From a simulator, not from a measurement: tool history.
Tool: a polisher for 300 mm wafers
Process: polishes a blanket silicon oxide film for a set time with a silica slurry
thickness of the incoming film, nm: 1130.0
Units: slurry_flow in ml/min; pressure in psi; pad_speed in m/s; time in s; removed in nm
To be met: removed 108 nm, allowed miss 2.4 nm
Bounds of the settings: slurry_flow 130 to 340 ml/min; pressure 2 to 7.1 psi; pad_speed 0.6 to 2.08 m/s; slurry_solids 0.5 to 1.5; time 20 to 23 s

{"run": 1, "day": 0.0, "slurry_flow": 220, "pressure": 4.5, "pad_speed": 1.34, "slurry_solids": 1, "time": 23, "removed": 69.866}
{"run": 2, "day": 0.333, "slurry_flow": 225, "pressure": 4.9, "pad_speed": 1.34, "slurry_solids": 1, "time": 23, "removed": 75.884}
{"run": 3, "day": 0.446, "slurry_flow": 225, "pressure": 4.9, "pad_speed": 1.14, "slurry_solids": 1, "time": 23, "removed": 67.418}
{"run": 4, "day": 0.479, "slurry_flow": 225, "pressure": 4.9, "pad_speed": 1.14, "slurry_solids": 1, "time": 23, "removed": 68.125}
{"run": 5, "day": 0.625, "slurry_flow": 225, "pressure": 4.9, "pad_speed": 1.14, "slurry_solids": 1, "time": 23, "removed": 67.161}
{"run": 6, "day": 0.888, "slurry_flow": 200, "pressure": 4.9, "pad_speed": 1.14, "slurry_solids": 1, "time": 23, "removed": 67.415}
{"day": 0.946, "done": "slurry blender recalibrated"}
{"run": 7, "day": 0.946, "slurry_flow": 200, "pressure": 5.3, "pad_speed": 1.14, "slurry_solids": 1, "time": 23, "removed": 81.059}
{"run": 8, "day": 1.283, "slurry_flow": 190, "pressure": 5.4, "pad_speed": 1.14, "slurry_solids": 1, "time": 23, "removed": 81.305}
{"run": 9, "day": 1.4, "slurry_flow": 185, "pressure": 5.6, "pad_speed": 1.14, "slurry_solids": 1, "time": 23, "removed": 85.094}
{"run": 10, "day": 1.638, "slurry_flow": 180, "pressure": 5.8, "pad_speed": 1.14, "slurry_solids": 1, "time": 23, "removed": 87.084}
{"run": 11, "day": 1.812, "slurry_flow": 180, "pressure": 6, "pad_speed": 1.14, "slurry_solids": 1, "time": 23, "removed": 90.093}
{"run": 12, "day": 1.979, "slurry_flow": 175, "pressure": 6.1, "pad_speed": 1.14, "slurry_solids": 1, "time": 23, "removed": 91.349}
{"run": 13, "day": 2.204, "slurry_flow": 170, "pressure": 6.2, "pad_speed": 1.14, "slurry_solids": 1, "time": 23, "removed": 93.024}
{"run": 14, "day": 2.383, "slurry_flow": 165, "pressure": 6.3, "pad_speed": 1.14, "slurry_solids": 1, "time": 23, "removed": 93.346}
{"run": 15, "day": 2.612, "slurry_flow": 165, "pressure": 6.4, "pad_speed": 1.14, "slurry_solids": 1, "time": 23, "removed": 95.477}

4 next moves are on the table. One of them brings every result within its allowed miss. Which?
{"run": "A", "day": 2.842, "slurry_flow": 130, "pressure": 6.7, "pad_speed": 1.22, "slurry_solids": 1.15, "time": 23, "removed": "?"}
{"run": "B", "day": 2.842, "slurry_flow": 130, "pressure": 6.2, "pad_speed": 1.4, "slurry_solids": 1, "time": 23, "removed": "?"}
{"run": "C", "day": 2.842, "slurry_flow": 180, "pressure": 6.7, "pad_speed": 1.34, "slurry_solids": 0.9, "time": 22, "removed": "?"}
{"run": "D", "day": 2.842, "slurry_flow": 170, "pressure": 7, "pad_speed": 1.2, "slurry_solids": 1, "time": 22, "removed": "?"}

move=A removed=107.05
move=B removed=103.11
move=C removed=102.74
move=D removed=103.28
A: meets every target
B: nearer than the last run, and not there yet
C: nearer than the last run, and not there yet
D: nearer than the last run, and not there yet
The right move is A.
